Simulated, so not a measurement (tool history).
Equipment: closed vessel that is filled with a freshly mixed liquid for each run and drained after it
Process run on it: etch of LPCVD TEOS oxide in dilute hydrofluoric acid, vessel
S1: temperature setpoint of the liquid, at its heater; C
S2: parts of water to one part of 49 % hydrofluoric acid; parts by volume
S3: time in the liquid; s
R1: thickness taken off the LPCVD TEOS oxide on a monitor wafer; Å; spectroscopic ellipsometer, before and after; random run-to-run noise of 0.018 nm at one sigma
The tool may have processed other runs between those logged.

Run 1, day 0.000: S1 24.0 C, S2 230 parts by volume, S3 30 s. Result: R1 30.608 Å.
Run 2, day 0.208: S1 24.0 C, S2 200 parts by volume, S3 30 s. Result: R1 36.622 Å.
Run 3, day 0.346: S1 22.0 C, S2 205 parts by volume, S3 30 s. Result: R1 33.129 Å.
Run 4, day 0.379: S1 22.0 C, S2 205 parts by volume, S3 30 s. Result: R1 33.161 Å.
Run 5, day 0.412: S1 20.0 C, S2 205 parts by volume, S3 30 s. Result: R1 30.766 Å.
Run 6, day 0.504: S1 19.0 C, S2 210 parts by volume, S3 30 s. Result: R1 29.053 Å.
Run 7, day 0.588: S1 18.5 C, S2 215 parts by volume, S3 30 s. Result: R1 27.697 Å.

Forecast run 8:
Run 8, day 0.858: S1 18.0 C, S2 215 parts by volume, S3 30 s. Result: R1 ?.

{"run 8": {"R1": 26.942}}
